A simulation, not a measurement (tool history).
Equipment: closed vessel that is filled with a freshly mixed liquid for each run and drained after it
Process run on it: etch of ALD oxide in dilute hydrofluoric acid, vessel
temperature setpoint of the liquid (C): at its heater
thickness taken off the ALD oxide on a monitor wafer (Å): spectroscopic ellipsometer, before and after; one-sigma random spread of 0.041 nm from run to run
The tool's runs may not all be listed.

| run | day | temperature setpoint of the liquid (C) | parts of water to one part of 49 % hydrofluoric acid (parts by volume) | time in the liquid (s) | thickness taken off the ALD oxide on a monitor wafer (Å) |
|---|---|---|---|---|---|
| 1 | 0.000 | 20.0 | 45 | 30 | 155.43 |
| 2 | 0.350 | 19.5 | 50 | 30 | 135.21 |
| 3 | 0.704 | 19.5 | 40 | 30 | 171.91 |
| 4 | 0.938 | 19.5 | 30 | 30 | 229.51 |
| 5 | 1.183 | 19.0 | 35 | 30 | 191.61 |
| 6 | 1.225 | 19.0 | 45 | 30 | 148.62 |
| 7 | 1.554 | 18.5 | 50 | 30 | 129.87 |

Run 8, settings as shown, results not yet in. Your forecast:
| 8 | 1.817 | 18.0 | 50 | 30 | ? |

For run 8 the tool returned thickness taken off the ALD oxide on a monitor wafer (Å) 126.83.
